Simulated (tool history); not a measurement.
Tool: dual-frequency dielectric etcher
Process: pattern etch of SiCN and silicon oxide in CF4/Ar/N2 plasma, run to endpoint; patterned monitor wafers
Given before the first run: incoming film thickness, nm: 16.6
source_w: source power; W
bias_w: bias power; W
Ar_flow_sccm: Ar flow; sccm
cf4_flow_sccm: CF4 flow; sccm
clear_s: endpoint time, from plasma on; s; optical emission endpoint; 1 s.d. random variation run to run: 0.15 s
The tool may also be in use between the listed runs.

run  hour  source_w  bias_w  Ar_flow_sccm  cf4_flow_sccm  clear_s
  1   0.0       480      81           128             74   17.154
  2   2.2       560      81           128             74   15.185
  3   9.8       510      81           128             74   16.322
  4  16.8       510      81           128             63   17.025
  5  21.6       550      81           128             63   15.939
  6  27.2       530      81           128             63   16.321
  7  36.2       510      81           128             63   16.801
  8  41.2       490      81           128             63   17.414
  9  48.3       480      81           128             63   17.718
 10  49.9       470      81           128             63   18.174
 11  58.2       460      81           128             63   18.433
     60.0  -- CF4 flow controller replaced
 12  60.0       450      81           128             63   18.485
 13  67.6       440      81           128             63   19.089
 14  73.2       430      81           128             63   19.266
 15  75.7       420      81           128             63   19.464

Forecast run 16:
 16  81.4       410      81           128             63        ?

clear_s: 19.987 s
